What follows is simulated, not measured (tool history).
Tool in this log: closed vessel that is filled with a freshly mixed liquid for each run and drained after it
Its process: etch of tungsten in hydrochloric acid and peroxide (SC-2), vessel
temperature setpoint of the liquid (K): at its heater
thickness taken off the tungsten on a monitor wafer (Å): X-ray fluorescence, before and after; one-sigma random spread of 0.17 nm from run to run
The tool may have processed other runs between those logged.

| run | hour | temperature setpoint of the liquid (K) | parts of water to one part each of 37 % hydrochloric acid and 30 % peroxide (parts by volume) | time in the liquid (s) | thickness taken off the tungsten on a monitor wafer (Å) |
|---|---|---|---|---|---|
| 1 | 0 | 319.15 | 9.5 | 85 | 259.51 |
| 2 | 1.5 | 325.15 | 9.5 | 85 | 394.17 |
| 3 | 5.3 | 323.15 | 9.5 | 85 | 340.26 |
| 4 | 6.7 | 323.15 | 9.5 | 85 | 341.55 |
| 5 | 10 | 323.15 | 9.5 | 95 | 386.31 |
| 6 | 15.2 | 316.15 | 9.5 | 95 | 236.97 |
| 7 | 23.2 | 315.65 | 9.5 | 95 | 232.27 |
| 8 | 29.8 | 315.15 | 9.5 | 95 | 222.12 |
| 9 | 37.8 | 314.65 | 9.5 | 95 | 215.74 |
| 10 | 41.2 | 314.15 | 9.5 | 95 | 205.58 |

Run 11, settings as shown, results not yet in. Your forecast:
| 11 | 49.5 | 313.65 | 9.5 | 95 | ? |

{"run 11": {"thickness taken off the tungsten on a monitor wafer (Å)": 198.04}}
